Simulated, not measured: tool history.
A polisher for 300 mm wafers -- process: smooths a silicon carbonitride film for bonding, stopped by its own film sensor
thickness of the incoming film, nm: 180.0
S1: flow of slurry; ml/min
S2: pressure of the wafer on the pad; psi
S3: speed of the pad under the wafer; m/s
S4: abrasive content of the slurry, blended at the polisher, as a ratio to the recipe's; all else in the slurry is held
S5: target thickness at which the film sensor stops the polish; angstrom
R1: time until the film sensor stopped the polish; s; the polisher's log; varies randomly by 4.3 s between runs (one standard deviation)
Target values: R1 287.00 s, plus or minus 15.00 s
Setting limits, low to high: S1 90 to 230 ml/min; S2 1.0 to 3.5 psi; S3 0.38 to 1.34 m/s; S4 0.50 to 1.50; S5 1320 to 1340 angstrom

run  hour   S1   S2    S3    S4    S5      R1
  1   0.0  150  2.2  0.86  1.00  1340  166.68
  2   8.0  150  2.1  0.86  1.00  1340  172.07
  3  15.0  150  2.1  0.86  0.80  1340  192.93
  4  16.1  150  2.1  0.86  0.95  1340  170.48
  5  22.6  150  2.5  0.86  0.95  1340  147.54
  6  23.7  170  2.5  0.86  0.95  1340  143.89
  7  26.0  170  2.3  0.86  0.95  1340  156.72
  8  34.6  170  2.1  0.86  0.95  1340  171.90
  9  38.1  170  2.0  0.86  0.95  1340  177.24
 10  39.0  170  2.0  0.86  0.95  1340  174.65
 11  41.6  165  1.9  0.86  0.95  1340  186.53
 12  42.3  165  1.8  0.86  0.95  1340  201.41
 13  49.8  165  1.7  0.86  0.95  1340  207.51
 14  56.0  165  1.6  0.86  0.95  1340  225.39
 15  62.5  165  1.6  0.86  0.95  1340  222.44
 16  70.3  165  1.5  0.86  0.95  1340  235.28

5 candidate next runs follow, results not yet known. Just one meets every target within its allowed miss. Identify it.
  A  78.1  155  1.6  0.94  1.20  1340   ?
  B  78.1  180  1.9  0.86  0.90  1320   ?
  C  78.1  160  1.3  0.90  1.25  1340   ?
  D  78.1  175  1.6  0.80  1.00  1340   ?
  E  78.1  140  1.3  0.90  0.90  1320   ?

move      R1
   A  186.92
   B  199.78
   C  230.57
   D  226.85
   E  286.92
A: further off than the last run
B: further off than the last run
C: further off than the last run
D: further off than the last run
E: all results in spec
E is the move that brings every result within its allowed miss.
